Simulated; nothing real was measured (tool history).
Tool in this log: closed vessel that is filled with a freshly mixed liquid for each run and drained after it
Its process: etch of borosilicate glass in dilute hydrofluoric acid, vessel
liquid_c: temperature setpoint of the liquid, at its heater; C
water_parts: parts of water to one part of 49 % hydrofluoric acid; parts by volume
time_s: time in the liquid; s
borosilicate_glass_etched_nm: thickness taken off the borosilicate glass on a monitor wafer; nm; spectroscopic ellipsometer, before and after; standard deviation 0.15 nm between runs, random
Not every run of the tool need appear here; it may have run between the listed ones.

run	day	liquid_c	water_parts	time_s	borosilicate_glass_etched_nm
1	0	23	285	300	46.964
2	0.088	22	310	300	41.111
3	0.129	21	330	300	36.575
4	0.3	21	235	300	56.51
5	0.517	21	320	300	38.364
6	0.629	23	320	300	41.265

Expected results for the next run?
7	0.746	22	340	300	?

Run 7 yielded borosilicate_glass_etched_nm 36.556 nm.
